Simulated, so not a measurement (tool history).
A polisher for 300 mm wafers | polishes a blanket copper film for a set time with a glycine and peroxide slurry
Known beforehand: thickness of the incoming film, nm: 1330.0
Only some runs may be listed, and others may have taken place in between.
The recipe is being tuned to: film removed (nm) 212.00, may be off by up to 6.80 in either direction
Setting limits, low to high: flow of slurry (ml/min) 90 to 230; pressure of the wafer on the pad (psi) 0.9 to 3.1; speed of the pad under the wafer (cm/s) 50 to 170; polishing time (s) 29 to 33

run,day,flow of slurry (ml/min),pressure of the wafer on the pad (psi),speed of the pad under the wafer (cm/s),polishing time (s),film removed (nm)
1,0.000,150,2.0,110,33,135.44
2,0.317,150,2.3,110,33,150.26
3,0.600,150,1.9,110,33,130.36
4,0.838,150,2.3,110,33,146.51
5,1.067,150,2.3,86,33,128.41
6,1.425,150,2.3,106,33,145.97
7,1.704,155,2.5,110,33,161.28
8,1.867,165,2.7,112,33,174.53
9,2.242,165,2.8,114,33,177.92
10,2.467,165,2.9,118,33,191.88
11,2.746,165,3.0,120,33,198.55

Which single option among these 4 for the next run brings every result within its allowed miss of target? Just one does.
A,3.025,150,3.1,140,33,?
B,3.025,175,3.1,114,33,?
C,3.025,170,3.0,114,31,?
D,3.025,145,3.0,142,32,?

move,film removed (nm)
A,225.84
B,200.42
C,182.51
D,213.97
A: moves the result that the last run missed by most past its target, out the other side
B: better than the last run, though not everything is in spec
C: its largest miss is bigger than the last run's
D: every result within its allowed miss
D meets every target.

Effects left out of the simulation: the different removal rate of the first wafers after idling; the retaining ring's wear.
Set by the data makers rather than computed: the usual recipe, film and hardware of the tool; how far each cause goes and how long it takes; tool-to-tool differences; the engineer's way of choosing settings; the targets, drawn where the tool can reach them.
